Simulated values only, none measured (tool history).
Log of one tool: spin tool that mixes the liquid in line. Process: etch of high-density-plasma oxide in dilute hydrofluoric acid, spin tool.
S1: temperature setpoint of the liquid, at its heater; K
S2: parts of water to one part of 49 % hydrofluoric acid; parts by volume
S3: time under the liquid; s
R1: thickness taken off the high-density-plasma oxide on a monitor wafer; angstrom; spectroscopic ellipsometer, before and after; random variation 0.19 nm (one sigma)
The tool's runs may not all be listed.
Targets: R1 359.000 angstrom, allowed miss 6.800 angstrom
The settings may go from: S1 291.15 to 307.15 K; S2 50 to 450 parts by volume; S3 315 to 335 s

run  hour      S1   S2   S3       R1
  1   0.0  299.15  250  315   98.941
  2   8.6  296.65  250  315   90.879
  3  11.5  298.15  225  315  108.890
  4  13.0  298.15  160  315  165.180
  5  20.3  299.15  150  315  183.370
  6  21.8  299.15   70  315  443.050
  7  25.5  298.65   70  315  429.950
  8  29.7  298.15   70  315  423.370

Which of these 5 next moves meets every target?
  A  33.9  298.65  90  325   ?
  B  33.9  298.15  70  335   ?
  C  33.9  299.15  90  320   ?
  D  33.9  299.65  95  330   ?
  E  33.9  302.65  95  315   ?

move       R1
   A  337.310
   B  450.570
   C  338.590
   D  334.890
   E  357.880
A: takes the result that was furthest off past its target
B: further off than the last run
C: takes the result that was furthest off past its target
D: takes the result that was furthest off past its target
E: meets every target
Move E is the one to make.
